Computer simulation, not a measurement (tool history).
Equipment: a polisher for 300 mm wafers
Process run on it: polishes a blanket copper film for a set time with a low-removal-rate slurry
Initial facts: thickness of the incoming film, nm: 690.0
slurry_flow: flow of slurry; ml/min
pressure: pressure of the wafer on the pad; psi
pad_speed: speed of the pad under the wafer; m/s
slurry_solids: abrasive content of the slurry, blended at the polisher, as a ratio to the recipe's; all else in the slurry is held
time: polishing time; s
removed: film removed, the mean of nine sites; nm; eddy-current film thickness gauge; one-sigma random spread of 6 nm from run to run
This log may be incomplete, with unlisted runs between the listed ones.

{"run": 1, "hour": 0.0, "slurry_flow": 210, "pressure": 3.4, "pad_speed": 0.9, "slurry_solids": 1, "time": 114, "removed": 379.39}
{"run": 2, "hour": 5.1, "slurry_flow": 210, "pressure": 3.7, "pad_speed": 0.9, "slurry_solids": 1, "time": 114, "removed": 410.33}
{"run": 3, "hour": 10.0, "slurry_flow": 210, "pressure": 3.9, "pad_speed": 0.9, "slurry_solids": 1, "time": 114, "removed": 432.91}
{"run": 4, "hour": 15.1, "slurry_flow": 210, "pressure": 3.9, "pad_speed": 0.9, "slurry_solids": 1, "time": 119, "removed": 451.89}
{"run": 5, "hour": 20.4, "slurry_flow": 210, "pressure": 4.1, "pad_speed": 0.9, "slurry_solids": 1, "time": 119, "removed": 473.91}
{"run": 6, "hour": 28.4, "slurry_flow": 210, "pressure": 4.1, "pad_speed": 0.9, "slurry_solids": 1, "time": 119, "removed": 473.09}
{"run": 7, "hour": 31.1, "slurry_flow": 210, "pressure": 4.2, "pad_speed": 0.9, "slurry_solids": 1, "time": 119, "removed": 478.96}

Expected results for the next run?
{"run": 8, "hour": 40.0, "slurry_flow": 210, "pressure": 4.3, "pad_speed": 0.9, "slurry_solids": 1, "time": 119, "removed": "?"}

{"run 8": {"removed": 499.79}}
